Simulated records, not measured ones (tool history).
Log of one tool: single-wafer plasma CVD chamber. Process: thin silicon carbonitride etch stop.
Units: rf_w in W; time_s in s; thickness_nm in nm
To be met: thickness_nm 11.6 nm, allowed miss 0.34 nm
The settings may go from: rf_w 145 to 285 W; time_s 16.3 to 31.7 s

| run | hour | rf_w | time_s | thickness_nm |
|---|---|---|---|---|
| 1 | 0 | 215 | 24 | 14.098 |
| 2 | 2.3 | 240 | 24 | 14.548 |
| 3 | 2.9 | 235 | 23.5 | 14.066 |
| 4 | 3.5 | 235 | 21.4 | 12.804 |
| 5 | 7.7 | 215 | 21.4 | 12.552 |
| 6 | 8.3 | 215 | 21.3 | 12.511 |
| 7 | 10.8 | 215 | 21.2 | 12.447 |
| 8 | 13.4 | 215 | 21.1 | 12.374 |
| 9 | 14.9 | 215 | 21 | 12.316 |
| 10 | 17.5 | 215 | 20.9 | 12.318 |
| 11 | 24.9 | 215 | 20.8 | 12.222 |

Which of these 5 next moves meets every target?
| A | 32.3 | 235 | 22.4 | ? |
| B | 32.3 | 220 | 18.3 | ? |
| C | 32.3 | 195 | 23 | ? |
| D | 32.3 | 215 | 21.8 | ? |
| E | 32.3 | 215 | 19.7 | ? |

| move | thickness_nm |
|---|---|
| A | 13.453 |
| B | 10.838 |
| C | 13.286 |
| D | 12.849 |
| E | 11.611 |
A: further off than the last run
B: takes the result that was furthest off past its target
C: further off than the last run
D: further off than the last run
E: meets every target
Answer: E
